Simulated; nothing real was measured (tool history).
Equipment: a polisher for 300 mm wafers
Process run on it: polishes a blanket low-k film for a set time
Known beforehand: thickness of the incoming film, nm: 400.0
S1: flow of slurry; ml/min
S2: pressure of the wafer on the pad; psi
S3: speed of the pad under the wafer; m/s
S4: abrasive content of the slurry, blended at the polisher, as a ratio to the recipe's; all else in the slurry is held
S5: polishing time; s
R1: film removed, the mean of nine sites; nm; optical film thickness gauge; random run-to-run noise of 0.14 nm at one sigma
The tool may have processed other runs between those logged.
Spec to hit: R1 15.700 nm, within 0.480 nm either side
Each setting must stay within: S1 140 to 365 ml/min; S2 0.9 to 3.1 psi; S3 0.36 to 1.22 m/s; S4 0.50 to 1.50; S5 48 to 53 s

run 1 hour=0.0 | S1=235 S2=2.0 S3=0.78 S4=1.00 S5=53 | R1=21.667
run 2 hour=5.6 | S1=235 S2=2.0 S3=0.88 S4=1.00 S5=53 | R1=24.295
run 3 hour=6.8 | S1=235 S2=2.0 S3=0.98 S4=1.00 S5=53 | R1=25.935
run 4 hour=11.8 | S1=235 S2=1.7 S3=0.98 S4=1.00 S5=53 | R1=22.822
run 5 hour=16.9 | S1=235 S2=1.7 S3=1.08 S4=1.00 S5=53 | R1=24.743
run 6 hour=20.4 | S1=235 S2=1.4 S3=1.06 S4=1.00 S5=53 | R1=21.410
run 7 hour=25.5 | S1=235 S2=1.2 S3=1.04 S4=1.00 S5=53 | R1=18.645
run 8 hour=30.7 | S1=235 S2=1.1 S3=1.04 S4=1.00 S5=53 | R1=17.681
run 9 hour=33.0 | S1=235 S2=1.0 S3=1.04 S4=1.00 S5=53 | R1=16.678

Which of these 4 next moves meets every target?
run A hour=35.3 | S1=265 S2=0.9 S3=0.98 S4=1.05 S5=50 | R1=?
run B hour=35.3 | S1=225 S2=1.2 S3=1.00 S4=1.00 S5=49 | R1=?
run C hour=35.3 | S1=220 S2=0.9 S3=1.10 S4=1.20 S5=50 | R1=?
run D hour=35.3 | S1=230 S2=1.0 S3=1.14 S4=1.00 S5=52 | R1=?

move=A R1=14.181
move=B R1=16.560
move=C R1=15.844
move=D R1=17.177
A: carries the result that was furthest off beyond its target, to the other side
B: nearer than the last run, and not there yet
C: all results in spec
D: lands further from the targets than the last run did
So the answer is move C, the one that meets all the targets.
